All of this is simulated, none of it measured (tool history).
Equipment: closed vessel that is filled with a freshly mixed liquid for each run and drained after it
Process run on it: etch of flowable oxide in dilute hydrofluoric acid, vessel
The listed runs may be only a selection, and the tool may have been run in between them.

run	hour	temperature setpoint of the liquid (°C)	parts of water to one part of 49 % hydrofluoric acid (parts by volume)	time in the liquid (s)	thickness taken off the flowable oxide on a monitor wafer (Å)
1	0	23	245	455	566.7
2	1.9	23	245	455	568.86
3	10.3	22	250	455	530.88
4	18.5	21	250	455	516.1
5	22.5	21	335	455	355.03
6	25.8	21.5	335	455	363.14
7	30.9	22	335	455	365.9
8	37.2	22.5	335	455	371.7

Estimate the outcome of run 9 from the log above:
9	44.2	26	330	455	?

{"run 9": {"thickness taken off the flowable oxide on a monitor wafer (Å)": 430.6}}
